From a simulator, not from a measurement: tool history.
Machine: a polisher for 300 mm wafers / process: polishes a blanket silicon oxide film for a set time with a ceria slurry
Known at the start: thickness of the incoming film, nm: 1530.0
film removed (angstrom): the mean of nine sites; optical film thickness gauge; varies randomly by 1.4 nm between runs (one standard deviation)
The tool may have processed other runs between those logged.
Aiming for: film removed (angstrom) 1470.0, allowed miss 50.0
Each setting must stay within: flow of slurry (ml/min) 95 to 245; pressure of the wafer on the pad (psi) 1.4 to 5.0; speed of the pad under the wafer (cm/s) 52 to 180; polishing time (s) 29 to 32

run,hour,flow of slurry (ml/min),pressure of the wafer on the pad (psi),speed of the pad under the wafer (cm/s),polishing time (s),film removed (angstrom)
1,0.0,155,3.2,116,32,1836.7
2,8.6,195,3.2,116,32,1943.8
3,12.9,195,3.2,116,32,1906.6
4,17.1,195,3.2,98,32,1597.9
5,23.8,195,3.2,82,32,1392.8
6,28.0,195,2.7,82,32,1178.6
7,32.2,200,2.8,82,32,1240.9
8,40.8,205,2.9,82,32,1266.4

Which one of the following 4 next-run settings gets every result inside its allowed miss? There is exactly one.
A,49.4,180,3.5,82,29,?
B,49.4,160,3.0,90,32,?
C,49.4,160,1.9,158,31,?
D,49.4,200,2.8,98,31,?

move,film removed (angstrom)
A,1366.4
B,1391.2
C,1480.1
D,1408.0
A: closer than the last run, but not yet in spec
B: closer than the last run, but not yet in spec
C: meets every target
D: closer than the last run, but not yet in spec
Move C is the one to make.

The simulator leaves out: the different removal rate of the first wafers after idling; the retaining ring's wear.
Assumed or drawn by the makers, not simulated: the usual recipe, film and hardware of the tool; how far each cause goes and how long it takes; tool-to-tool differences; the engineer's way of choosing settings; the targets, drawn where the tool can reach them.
